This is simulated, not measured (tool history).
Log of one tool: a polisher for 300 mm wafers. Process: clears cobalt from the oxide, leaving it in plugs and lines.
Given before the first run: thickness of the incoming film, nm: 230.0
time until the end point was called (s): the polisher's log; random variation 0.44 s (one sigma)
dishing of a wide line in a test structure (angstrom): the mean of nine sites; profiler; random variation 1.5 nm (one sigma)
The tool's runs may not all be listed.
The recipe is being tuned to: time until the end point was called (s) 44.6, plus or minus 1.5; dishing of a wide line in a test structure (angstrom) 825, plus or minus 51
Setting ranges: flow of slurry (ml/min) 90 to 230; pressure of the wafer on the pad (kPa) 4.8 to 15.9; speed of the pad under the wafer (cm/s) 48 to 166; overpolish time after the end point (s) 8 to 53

run    day  flow of slurry (ml/min)  pressure of the wafer on the pad (kPa)  speed of the pad under the wafer (cm/s)  overpolish time after the end point (s)  time until the end point was called (s)  dishing of a wide line in a test structure (angstrom)
  1      0                      150                                    10.3                                      106                                       27                                   53.098                                                 642.88
  2  0.167                      150                                    10.3                                       78                                       27                                   71.509                                                 573.35
  3  0.467                      150                                    10.3                                       62                                       27                                   90.541                                                 508.55
  4  0.617                      175                                    10.3                                       62                                       27                                   89.086                                                 498.99
  5   0.95                      150                                    10.3                                       62                                       27                                   90.552                                                  501.6
  6  1.096                      130                                    10.3                                       62                                       27                                   93.005                                                 485.52
  7  1.446                      135                                      11                                       64                                       28                                   84.627                                                 521.49
  8   1.65                      140                                    11.7                                       66                                       29                                   77.695                                                 584.49
  9  1.729                      175                                    14.5                                       84                                       25                                   49.105                                                 666.02
 10  1.846                      175                                    14.5                                       84                                       26                                   48.143                                                 693.72
 11  2.025                      175                                    14.5                                       84                                       27                                    49.39                                                 711.76
 12  2.396                      175                                    15.2                                       84                                       29                                   46.135                                                 743.59
 13  2.454                      175                                    15.2                                       84                                       30                                   46.593                                                 762.15
 14   2.75                      175                                    15.2                                       84                                       32                                   45.957                                                 767.17
 15  3.096                      175                                    15.2                                       84                                       33                                   46.503                                                 755.65
 16  3.142                      175                                    15.2                                       84                                       34                                   47.084                                                 762.02
 17  3.338                      175                                    15.2                                       84                                       35                                   46.462                                                 801.72

Of the 5 settings listed for the next run, only one would bring every result within its allowed miss of target. Which one?
  A  3.533                      185                                    15.2                                       96                                       23                                        ?                                                      ?
  B  3.533                      155                                    15.9                                       86                                       24                                        ?                                                      ?
  C  3.533                      190                                    15.9                                       92                                       22                                        ?                                                      ?
  D  3.533                      145                                    15.2                                       98                                       23                                        ?                                                      ?
  E  3.533                      210                                    14.5                                       90                                       42                                        ?                                                      ?

move  time until the end point was called (s)  dishing of a wide line in a test structure (angstrom)
   A                                   41.166                                                 702.13
   B                                   44.945                                                 688.16
   C                                   41.044                                                    689
   D                                   41.657                                                 698.29
   E                                   45.039                                                 837.95
A: moves the result that the last run missed by most past its target, out the other side
B: the worst result of the last run now meets its target, but another is out of spec
C: moves the result that the last run missed by most past its target, out the other side
D: moves the result that the last run missed by most past its target, out the other side
E: all results in spec
The move that meets every target is E.

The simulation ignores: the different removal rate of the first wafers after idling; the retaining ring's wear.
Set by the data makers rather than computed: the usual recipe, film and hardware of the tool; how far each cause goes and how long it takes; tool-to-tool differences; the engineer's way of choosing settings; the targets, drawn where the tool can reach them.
